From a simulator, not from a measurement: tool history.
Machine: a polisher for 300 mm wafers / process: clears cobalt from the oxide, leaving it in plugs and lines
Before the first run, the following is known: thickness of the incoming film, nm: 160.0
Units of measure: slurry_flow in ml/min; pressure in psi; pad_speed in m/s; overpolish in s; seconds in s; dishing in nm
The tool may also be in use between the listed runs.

{"run": 1, "hour": 0.0, "slurry_flow": 300, "pressure": 2.4, "pad_speed": 0.8, "overpolish": 23, "seconds": 39.503, "dishing": 52.839}
{"run": 2, "hour": 3.2, "slurry_flow": 300, "pressure": 2.8, "pad_speed": 0.82, "overpolish": 23, "seconds": 33.855, "dishing": 57.101}
{"run": 3, "hour": 4.1, "slurry_flow": 300, "pressure": 2.5, "pad_speed": 0.82, "overpolish": 23, "seconds": 37.354, "dishing": 54.88}
{"run": 4, "hour": 9.6, "slurry_flow": 300, "pressure": 2.8, "pad_speed": 0.86, "overpolish": 23, "seconds": 31.327, "dishing": 59.136}
{"run": 5, "hour": 10.1, "slurry_flow": 300, "pressure": 3.0, "pad_speed": 0.88, "overpolish": 24, "seconds": 28.841, "dishing": 63.499}
{"run": 6, "hour": 11.5, "slurry_flow": 300, "pressure": 3.2, "pad_speed": 0.9, "overpolish": 24, "seconds": 27.191, "dishing": 65.007}
{"run": 7, "hour": 19.7, "slurry_flow": 300, "pressure": 3.3, "pad_speed": 0.92, "overpolish": 24, "seconds": 24.926, "dishing": 66.241}
{"run": 8, "hour": 21.6, "slurry_flow": 300, "pressure": 3.4, "pad_speed": 0.92, "overpolish": 25, "seconds": 26.117, "dishing": 66.299}

Run 9 is up next; what results do you expect?
{"run": 9, "hour": 28.9, "slurry_flow": 300, "pressure": 3.5, "pad_speed": 0.96, "overpolish": 25, "seconds": "?", "dishing": "?"}

Run 9 came out at seconds 22.863 s, dishing 67.989 nm.
